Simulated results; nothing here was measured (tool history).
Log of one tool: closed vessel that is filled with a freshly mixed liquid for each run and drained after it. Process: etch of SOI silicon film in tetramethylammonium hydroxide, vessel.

| run | hour | temperature setpoint of the liquid (°C) | concentration of hydroxide in the mixed liquid (% by weight) | time in the liquid (s) | thickness taken off the SOI silicon film on a monitor wafer (angstrom) |
|---|---|---|---|---|---|
| 1 | 0.0 | 61 | 9.5 | 105 | 4303.5 |
| 2 | 7.8 | 60 | 9.5 | 105 | 4070.1 |
| 3 | 13.8 | 60 | 8.5 | 105 | 4229.6 |
| 4 | 19.6 | 59 | 8.5 | 105 | 3967.6 |
| 5 | 22.7 | 59 | 6.5 | 105 | 4200.5 |
| 6 | 23.9 | 58 | 6.5 | 105 | 4038.3 |

Estimate the outcome of run 7 from the log above:
| 7 | 32.0 | 57 | 6.5 | 105 | ? |

{"run 7": {"thickness taken off the SOI silicon film on a monitor wafer (angstrom)": 3774.0}}
